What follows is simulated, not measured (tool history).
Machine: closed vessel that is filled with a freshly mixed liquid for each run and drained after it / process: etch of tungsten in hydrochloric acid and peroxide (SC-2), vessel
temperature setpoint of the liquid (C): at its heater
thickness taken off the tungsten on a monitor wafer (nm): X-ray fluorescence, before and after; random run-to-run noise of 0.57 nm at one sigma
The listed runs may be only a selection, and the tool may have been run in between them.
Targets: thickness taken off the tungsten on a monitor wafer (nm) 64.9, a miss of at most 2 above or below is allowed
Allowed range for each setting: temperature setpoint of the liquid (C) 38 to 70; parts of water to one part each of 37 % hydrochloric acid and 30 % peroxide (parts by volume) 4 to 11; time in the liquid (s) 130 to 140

run,hour,temperature setpoint of the liquid (C),parts of water to one part each of 37 % hydrochloric acid and 30 % peroxide (parts by volume),time in the liquid (s),thickness taken off the tungsten on a monitor wafer (nm)
1,0,54,6,130,90.701
2,5.8,54,7,130,81.385
3,14.8,53.5,7,130,79.283
4,19,53.5,7,140,83.453
5,20.6,53.5,5.5,140,101.36
6,27.6,53.5,5.5,140,99.916
7,34.8,45.5,5.5,140,59.774
8,42.6,46,5.5,140,60.25

Which single option among these 5 for the next run brings every result within its allowed miss of target? Just one does.
A,50.4,44.5,5,140,?
B,50.4,50,7,135,?
C,50.4,52,8,140,?
D,50.4,48,5.5,140,?
E,50.4,46.5,6,140,?

move,thickness taken off the tungsten on a monitor wafer (nm)
A,59.48
B,64.781
C,69.031
D,70.494
E,59.695
A: further off than the last run
B: all results in spec
C: carries the result that was furthest off beyond its target, to the other side
D: carries the result that was furthest off beyond its target, to the other side
E: further off than the last run
B meets every target.
